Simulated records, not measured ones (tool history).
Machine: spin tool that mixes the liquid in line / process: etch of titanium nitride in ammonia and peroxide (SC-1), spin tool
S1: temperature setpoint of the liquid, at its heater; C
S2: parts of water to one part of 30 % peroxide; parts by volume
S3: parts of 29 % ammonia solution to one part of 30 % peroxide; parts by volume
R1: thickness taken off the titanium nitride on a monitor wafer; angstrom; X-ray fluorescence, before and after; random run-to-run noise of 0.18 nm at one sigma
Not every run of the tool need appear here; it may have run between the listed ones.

run 1 hour=0.0 | S1=59.0 S2=20 S3=0.45 time_under_the_liquid_(s)=270 | R1=220.28
run 2 hour=7.2 | S1=59.0 S2=20 S3=0.30 time_under_the_liquid_(s)=270 | R1=202.87
run 3 hour=9.2 | S1=59.0 S2=20 S3=0.40 time_under_the_liquid_(s)=270 | R1=215.95
run 4 hour=11.9 | S1=61.0 S2=20 S3=0.40 time_under_the_liquid_(s)=270 | R1=244.17
run 5 hour=15.7 | S1=61.0 S2=17 S3=0.40 time_under_the_liquid_(s)=270 | R1=271.19
run 6 hour=23.9 | S1=61.0 S2=21 S3=0.40 time_under_the_liquid_(s)=270 | R1=236.96
run 7 hour=24.5 | S1=62.5 S2=21 S3=0.40 time_under_the_liquid_(s)=270 | R1=263.11

Run 8, settings as shown, results not yet in. Your forecast:
run 8 hour=25.5 | S1=63.5 S2=21 S3=0.40 time_under_the_liquid_(s)=270 | R1=?

Run 8 came out at R1 281.68 angstrom.
